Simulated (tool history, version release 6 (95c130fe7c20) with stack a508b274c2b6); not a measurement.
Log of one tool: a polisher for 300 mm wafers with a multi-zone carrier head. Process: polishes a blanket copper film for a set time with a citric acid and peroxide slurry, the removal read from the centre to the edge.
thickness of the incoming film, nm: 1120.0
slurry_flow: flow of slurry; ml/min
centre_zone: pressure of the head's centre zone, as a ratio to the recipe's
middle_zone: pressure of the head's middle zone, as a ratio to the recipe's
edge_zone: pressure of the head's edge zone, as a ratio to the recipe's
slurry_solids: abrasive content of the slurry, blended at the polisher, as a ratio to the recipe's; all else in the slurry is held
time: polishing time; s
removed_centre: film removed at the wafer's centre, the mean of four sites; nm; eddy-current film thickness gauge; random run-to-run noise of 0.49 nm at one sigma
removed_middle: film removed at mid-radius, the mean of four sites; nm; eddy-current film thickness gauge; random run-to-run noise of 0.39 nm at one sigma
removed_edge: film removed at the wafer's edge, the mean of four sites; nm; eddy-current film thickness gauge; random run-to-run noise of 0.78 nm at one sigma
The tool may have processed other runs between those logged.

| run | hour | slurry_flow | centre_zone | middle_zone | edge_zone | slurry_solids | time | removed_centre | removed_middle | removed_edge |
|---|---|---|---|---|---|---|---|---|---|---|
| 1 | 0 | 230 | 1 | 1 | 1 | 1 | 63 | 125.49 | 113.96 | 117.6 |
| 2 | 7.6 | 255 | 1 | 1 | 1 | 1 | 63 | 126.9 | 115.69 | 115.64 |
| 3 | 8.7 | 255 | 1 | 1 | 1 | 1 | 57 | 115.65 | 105.23 | 103.44 |
| 4 | 12.4 | 255 | 1 | 0.96 | 1 | 1 | 57 | 115.17 | 101.22 | 104.41 |
| 5 | 15.9 | 210 | 1 | 0.96 | 1 | 1 | 57 | 111.16 | 98.281 | 101.92 |
| 6 | 22.6 | 210 | 1 | 0.96 | 1 | 1.2 | 57 | 116.95 | 102.78 | 107.21 |
| 7 | 29.6 | 205 | 1 | 0.94 | 1 | 1.1 | 56 | 112.02 | 96.358 | 102.44 |
| 8 | 33.3 | 200 | 1 | 0.92 | 1 | 1.05 | 55 | 108.03 | 91.959 | 98.483 |
| 9 | 35 | 195 | 1 | 0.91 | 1.01 | 1 | 54 | 104.43 | 87.351 | 98.24 |

What does the tool deliver on the next run?
| 10 | 43 | 190 | 1 | 0.9 | 1 | 0.95 | 53 | ? | ? | ? |

removed_centre: 100.79 nm
removed_middle: 84.448 nm
removed_edge: 93.12 nm

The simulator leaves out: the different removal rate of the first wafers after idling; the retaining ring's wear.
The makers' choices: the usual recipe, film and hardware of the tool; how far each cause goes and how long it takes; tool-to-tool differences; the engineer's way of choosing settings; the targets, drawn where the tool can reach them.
